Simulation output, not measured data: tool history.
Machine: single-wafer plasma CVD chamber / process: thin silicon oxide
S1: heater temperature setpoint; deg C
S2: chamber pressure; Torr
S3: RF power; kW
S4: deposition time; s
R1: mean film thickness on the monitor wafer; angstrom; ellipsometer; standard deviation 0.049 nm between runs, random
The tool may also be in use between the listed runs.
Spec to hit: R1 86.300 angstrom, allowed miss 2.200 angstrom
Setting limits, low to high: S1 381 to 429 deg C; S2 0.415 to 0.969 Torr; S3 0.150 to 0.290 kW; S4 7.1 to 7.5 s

run,day,S1,S2,S3,S4,R1
1,0.000,405,0.692,0.220,7.5,108.510
2,0.025,405,0.692,0.205,7.5,105.590
3,0.162,405,0.692,0.180,7.5,99.955
4,0.196,405,0.748,0.180,7.5,105.670
5,0.242,409,0.748,0.180,7.5,106.410
6,0.471,409,0.748,0.180,7.5,105.870
7,0.717,409,0.748,0.180,7.5,107.490
8,0.929,409,0.717,0.180,7.5,102.360
9,1.167,409,0.692,0.180,7.5,99.677
10,1.238,409,0.670,0.180,7.5,97.451
11,1.288,409,0.651,0.180,7.5,96.522
12,1.342,409,0.631,0.180,7.5,94.376
13,1.621,409,0.615,0.180,7.5,91.910
14,1.925,409,0.605,0.180,7.5,90.680
15,2.042,409,0.597,0.180,7.5,89.826
16,2.217,409,0.591,0.180,7.5,88.710

Pick the move, out of 5, that brings all results within their allowed miss; only one does.
A,2.392,418,0.519,0.220,7.1,?
B,2.392,408,0.667,0.160,7.5,?
C,2.392,404,0.554,0.185,7.1,?
D,2.392,403,0.574,0.175,7.1,?
E,2.392,425,0.633,0.155,7.4,?

move,R1
A,81.691
B,93.365
C,81.244
D,81.781
E,86.455
A: takes the biggest miss from the last run beyond its target
B: misses by more than the last run did
C: takes the biggest miss from the last run beyond its target
D: takes the biggest miss from the last run beyond its target
E: meets every target
So the answer is move E, the one that meets all the targets.
